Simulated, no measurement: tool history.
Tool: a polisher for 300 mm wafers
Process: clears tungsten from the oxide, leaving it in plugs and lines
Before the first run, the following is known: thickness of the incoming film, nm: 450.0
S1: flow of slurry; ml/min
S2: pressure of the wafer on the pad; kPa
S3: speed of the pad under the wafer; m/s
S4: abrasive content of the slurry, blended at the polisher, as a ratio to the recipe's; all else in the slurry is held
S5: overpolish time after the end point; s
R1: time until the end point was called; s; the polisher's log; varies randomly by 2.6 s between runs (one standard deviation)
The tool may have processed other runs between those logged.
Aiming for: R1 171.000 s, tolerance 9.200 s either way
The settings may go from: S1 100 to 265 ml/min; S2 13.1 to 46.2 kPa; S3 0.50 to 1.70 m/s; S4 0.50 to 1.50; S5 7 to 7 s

run  hour   S1    S2    S3    S4  S5       R1
  1   0.0  170  29.6  1.10  1.00   7   84.583
  2   3.9  170  25.5  1.06  1.00   7  101.540
  3   8.5  170  25.5  0.92  1.00   7  110.110
  4  11.5  170  25.5  0.92  1.00   7  118.440
  5  19.3  210  25.5  0.92  1.00   7  111.150
  6  27.7  210  25.5  1.06  1.00   7   96.636
  7  31.9  210  22.1  1.02  1.00   7  111.400
  8  37.3  210  20.0  0.98  1.00   7  124.590
  9  38.5  210  17.9  0.96  1.00   7  138.750
 10  39.1  205  13.1  0.92  1.00   7  188.280
 11  44.5  210  13.1  0.92  1.00   7  180.540

Which single option among these 5 for the next run brings every result within its allowed miss of target? Just one does.
  A  49.9  220  13.1  0.82  0.95   7   ?
  B  49.9  215  13.1  0.94  1.25   7   ?
  C  49.9  170  13.1  0.90  1.05   7   ?
  D  49.9  210  13.1  0.86  1.10   7   ?
  E  49.9  190  13.1  0.90  1.10   7   ?

move       R1
   A  209.200
   B  175.570
   C  195.440
   D  196.210
   E  190.490
A: its largest miss is bigger than the last run's
B: each result inside its tolerance
C: its largest miss is bigger than the last run's
D: its largest miss is bigger than the last run's
E: its largest miss is bigger than the last run's
B is the move that brings every result within its allowed miss.
